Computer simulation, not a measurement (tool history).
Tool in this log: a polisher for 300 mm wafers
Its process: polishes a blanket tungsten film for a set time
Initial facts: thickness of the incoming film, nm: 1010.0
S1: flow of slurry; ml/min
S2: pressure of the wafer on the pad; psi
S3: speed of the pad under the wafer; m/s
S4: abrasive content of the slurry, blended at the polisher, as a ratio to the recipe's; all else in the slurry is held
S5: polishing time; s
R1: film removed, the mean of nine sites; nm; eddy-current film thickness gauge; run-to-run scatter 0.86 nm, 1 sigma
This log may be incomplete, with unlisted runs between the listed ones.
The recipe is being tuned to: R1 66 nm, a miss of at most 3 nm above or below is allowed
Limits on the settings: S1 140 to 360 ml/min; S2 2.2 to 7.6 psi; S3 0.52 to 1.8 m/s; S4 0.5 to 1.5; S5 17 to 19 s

| run | hour | S1 | S2 | S3 | S4 | S5 | R1 |
|---|---|---|---|---|---|---|---|
| 1 | 0 | 230 | 4.9 | 1.16 | 1 | 19 | 109.08 |
| 2 | 3.1 | 230 | 4.9 | 1 | 1 | 19 | 94.745 |
| 3 | 11.3 | 185 | 4.9 | 1 | 1 | 19 | 92.398 |
| 4 | 20 | 185 | 4.9 | 1 | 1 | 17 | 83.144 |
| 5 | 28.2 | 185 | 4.9 | 0.84 | 1 | 17 | 70.551 |
| 6 | 29.1 | 185 | 4.9 | 0.84 | 1.2 | 17 | 75.55 |
|  | 37.3 | slurry blender recalibrated |
| 7 | 37.3 | 185 | 4.9 | 0.84 | 1.2 | 17 | 84.747 |
| 8 | 43.6 | 185 | 4.7 | 0.84 | 1.2 | 17 | 80.614 |
| 9 | 50.9 | 185 | 4.4 | 0.84 | 1.2 | 17 | 77.255 |
| 10 | 53.6 | 185 | 4.4 | 0.84 | 1.2 | 17 | 76.982 |
| 11 | 56.4 | 185 | 4.2 | 0.84 | 1.2 | 17 | 70.874 |

Exercise: of the 4 proposed moves below, exactly one satisfies all targets within the stated allowed misses. Which move is it?
| A | 59.2 | 195 | 4.6 | 0.82 | 1.1 | 17 | ? |
| B | 59.2 | 180 | 4 | 0.82 | 1.15 | 17 | ? |
| C | 59.2 | 185 | 4.2 | 0.78 | 1.25 | 19 | ? |
| D | 59.2 | 160 | 3.8 | 1.06 | 1.1 | 17 | ? |

| move | R1 |
|---|---|
| A | 75.684 |
| B | 66.535 |
| C | 76.437 |
| D | 79.042 |
A: moves away from the targets compared with the last run
B: each result inside its tolerance
C: moves away from the targets compared with the last run
D: moves away from the targets compared with the last run
B meets every target.
